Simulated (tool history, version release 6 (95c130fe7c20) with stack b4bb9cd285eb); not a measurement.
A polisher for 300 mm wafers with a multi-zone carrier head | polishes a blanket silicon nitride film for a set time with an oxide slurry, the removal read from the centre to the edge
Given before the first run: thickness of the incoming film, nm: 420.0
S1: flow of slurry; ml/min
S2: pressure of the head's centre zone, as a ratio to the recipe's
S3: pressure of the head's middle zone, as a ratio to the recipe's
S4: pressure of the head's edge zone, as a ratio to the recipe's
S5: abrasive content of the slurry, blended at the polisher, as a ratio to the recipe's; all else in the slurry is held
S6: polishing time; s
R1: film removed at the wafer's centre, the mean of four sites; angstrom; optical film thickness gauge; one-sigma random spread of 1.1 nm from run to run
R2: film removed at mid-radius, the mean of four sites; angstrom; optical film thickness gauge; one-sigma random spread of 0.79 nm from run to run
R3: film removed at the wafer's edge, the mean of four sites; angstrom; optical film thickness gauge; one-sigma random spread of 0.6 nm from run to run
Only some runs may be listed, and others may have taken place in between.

run	hour	S1	S2	S3	S4	S5	S6	R1	R2	R3
1	0	130	1	1	1	1	83	805.93	780.73	799.04
2	2.6	140	1.01	1.03	1.01	1	83	831.74	829.73	827.01
3	8.8	150	1.02	1.05	1	1	83	846.12	846.22	822.09
4	15.4	160	1.04	1.07	1.01	1	83	884.7	863.29	838.11
5	20.7	165	1.05	1.1	1.01	1	83	909.76	880.43	840.05
6	24.5	165	1.05	1.1	1.01	0.85	83	861.09	849.08	797.01
7	33.4	170	1.05	1.12	1.01	0.9	83	874.84	889.93	808.71
8	42	175	1.06	1.13	1.02	0.95	83	894.35	915.22	832.64
9	48	180	1.07	1.14	1.03	0.95	83	891.84	931.75	832.03

The next listed run, before its measurement:
10	49.7	190	1.14	1.16	1.08	1.05	83	?	?	?

R1: 1013.8 angstrom
R2: 969.9 angstrom
R3: 882.44 angstrom
